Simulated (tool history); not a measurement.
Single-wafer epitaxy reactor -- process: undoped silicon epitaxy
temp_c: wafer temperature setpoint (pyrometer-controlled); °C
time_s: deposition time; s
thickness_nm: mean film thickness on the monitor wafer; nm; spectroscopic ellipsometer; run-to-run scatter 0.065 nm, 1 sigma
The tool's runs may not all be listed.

run	hour	temp_c	time_s	thickness_nm
1	0	650	235	37.005
2	3.2	650	217	34.244
3	12	644	216	29.453
4	15.6	644	240	32.709
5	23.5	639	237	28.966
6	28.3	639	259	31.357
7	34.9	636	250	28.208
8	35.9	633	244	25.551
9	37.5	631	240	23.999
10	38.5	630	237	23.165
11	42.6	629	235	22.259
12	51.3	628	234	21.699

Run 13 has not been measured yet. What should we expect?
13	54.9	627	233	?

{"run 13": {"thickness_nm": 21.056}}

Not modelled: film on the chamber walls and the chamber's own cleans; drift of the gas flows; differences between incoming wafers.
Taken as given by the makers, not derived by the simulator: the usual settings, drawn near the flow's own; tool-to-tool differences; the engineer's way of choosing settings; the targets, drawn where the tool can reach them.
